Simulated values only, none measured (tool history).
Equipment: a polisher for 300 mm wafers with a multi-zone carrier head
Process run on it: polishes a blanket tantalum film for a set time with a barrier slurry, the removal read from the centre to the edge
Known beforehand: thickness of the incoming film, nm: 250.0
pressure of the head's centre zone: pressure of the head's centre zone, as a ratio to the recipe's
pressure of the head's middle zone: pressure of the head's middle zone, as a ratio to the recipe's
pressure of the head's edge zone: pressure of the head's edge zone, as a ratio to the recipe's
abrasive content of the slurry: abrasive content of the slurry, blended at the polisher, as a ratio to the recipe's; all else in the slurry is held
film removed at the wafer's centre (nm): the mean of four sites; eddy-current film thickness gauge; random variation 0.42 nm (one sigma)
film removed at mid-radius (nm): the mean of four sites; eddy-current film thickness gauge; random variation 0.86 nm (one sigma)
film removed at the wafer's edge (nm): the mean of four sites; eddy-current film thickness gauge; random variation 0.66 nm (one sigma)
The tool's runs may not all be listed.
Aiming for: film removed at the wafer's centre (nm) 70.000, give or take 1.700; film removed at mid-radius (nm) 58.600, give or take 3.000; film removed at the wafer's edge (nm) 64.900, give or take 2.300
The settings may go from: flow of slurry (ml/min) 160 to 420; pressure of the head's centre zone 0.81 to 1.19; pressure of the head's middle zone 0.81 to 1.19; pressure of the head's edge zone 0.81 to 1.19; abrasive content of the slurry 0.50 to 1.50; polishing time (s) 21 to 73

run	hour	flow of slurry (ml/min)	pressure of the head's centre zone	pressure of the head's middle zone	pressure of the head's edge zone	abrasive content of the slurry	polishing time (s)	film removed at the wafer's centre (nm)	film removed at mid-radius (nm)	film removed at the wafer's edge (nm)
1	0.0	270	1.00	1.00	1.00	1.00	47	88.211	86.385	88.573
2	5.3	270	1.00	1.00	1.00	0.85	47	85.004	83.305	83.808
3	7.3	265	1.00	0.97	0.99	0.80	46	81.435	79.573	81.640
4	14.9	270	1.02	0.95	0.99	0.75	45	79.844	74.279	79.083
5	23.8	215	1.02	0.95	0.99	0.75	45	77.464	74.858	77.920
6	26.9	215	1.02	0.87	0.99	0.75	45	79.054	71.562	78.181
7	29.4	230	1.02	0.86	0.98	0.70	44	75.982	69.624	72.984
8	30.5	165	1.08	0.81	1.01	0.50	41	65.621	54.323	62.783
9	39.0	175	1.08	0.82	1.01	0.50	41	66.641	56.103	63.300
10	42.3	180	1.08	0.82	1.01	0.50	41	66.013	55.325	62.078

Which single option among these 4 for the next run brings every result within its allowed miss of target? Just one does.
A	45.6	160	1.12	0.89	1.01	0.75	38	?	?	?
B	45.6	270	1.19	0.81	0.94	0.50	39	?	?	?
C	45.6	260	1.03	1.06	0.81	0.60	39	?	?	?
D	45.6	215	1.08	0.81	1.10	0.55	37	?	?	?

move	film removed at the wafer's centre (nm)	film removed at mid-radius (nm)	film removed at the wafer's edge (nm)
A	69.450	55.878	65.226
B	72.772	52.226	60.847
C	65.862	62.843	59.426
D	62.594	49.673	62.819
A: meets every target
B: the result that was furthest off in the last run now lies on the other side of its target
C: as far off as the last run
D: misses by more than the last run did
A meets every target.
